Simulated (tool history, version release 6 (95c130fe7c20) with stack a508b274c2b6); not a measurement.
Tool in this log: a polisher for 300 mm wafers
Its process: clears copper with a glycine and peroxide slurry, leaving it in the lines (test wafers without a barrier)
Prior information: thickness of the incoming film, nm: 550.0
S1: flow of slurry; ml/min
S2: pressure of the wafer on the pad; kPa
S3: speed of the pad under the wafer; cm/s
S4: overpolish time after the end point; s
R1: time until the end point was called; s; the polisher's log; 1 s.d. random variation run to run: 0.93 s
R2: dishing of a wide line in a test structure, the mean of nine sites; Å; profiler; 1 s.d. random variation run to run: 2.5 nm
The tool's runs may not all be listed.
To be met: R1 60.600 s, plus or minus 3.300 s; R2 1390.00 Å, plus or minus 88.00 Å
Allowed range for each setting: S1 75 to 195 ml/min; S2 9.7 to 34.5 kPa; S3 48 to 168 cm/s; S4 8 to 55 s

{"run": 1, "hour": 0.0, "S1": 125, "S2": 22.1, "S3": 108, "S4": 28, "R1": 90.178, "R2": 1019.8}
{"run": 2, "hour": 8.1, "S1": 130, "S2": 24.8, "S3": 110, "S4": 28, "R1": 79.294, "R2": 1075.0}
{"run": 3, "hour": 11.8, "S1": 130, "S2": 24.8, "S3": 110, "S4": 20, "R1": 84.698, "R2": 898.04}
{"run": 4, "hour": 14.1, "S1": 130, "S2": 30.3, "S3": 110, "S4": 20, "R1": 69.769, "R2": 1016.4}
{"run": 5, "hour": 16.0, "S1": 130, "S2": 31.0, "S3": 110, "S4": 23, "R1": 66.543, "R2": 1128.8}
{"run": 6, "hour": 19.8, "S1": 130, "S2": 33.8, "S3": 110, "S4": 23, "R1": 60.645, "R2": 1214.6}
{"run": 7, "hour": 24.7, "S1": 130, "S2": 33.8, "S3": 110, "S4": 25, "R1": 63.321, "R2": 1273.3}
{"run": 8, "hour": 28.7, "S1": 130, "S2": 33.8, "S3": 110, "S4": 26, "R1": 62.481, "R2": 1289.9}

Next run, 5 choices. One meets every target within its allowed miss, the rest don't. Which?
{"run": "A", "hour": 32.7, "S1": 155, "S2": 33.8, "S3": 102, "S4": 20, "R1": "?", "R2": "?"}
{"run": "B", "hour": 32.7, "S1": 145, "S2": 33.8, "S3": 98, "S4": 24, "R1": "?", "R2": "?"}
{"run": "C", "hour": 32.7, "S1": 140, "S2": 34.5, "S3": 100, "S4": 22, "R1": "?", "R2": "?"}
{"run": "D", "hour": 32.7, "S1": 120, "S2": 33.8, "S3": 112, "S4": 21, "R1": "?", "R2": "?"}
{"run": "E", "hour": 32.7, "S1": 130, "S2": 34.5, "S3": 110, "S4": 28, "R1": "?", "R2": "?"}

move=A R1=63.915 R2=1093.70
move=B R1=66.961 R2=1200.70
move=C R1=64.985 R2=1156.60
move=D R1=61.470 R2=1158.10
move=E R1=60.442 R2=1403.70
A: misses by more than the last run did
B: misses by more than the last run did
C: misses by more than the last run did
D: misses by more than the last run did
E: every result within its allowed miss
E is the move that brings every result within its allowed miss.
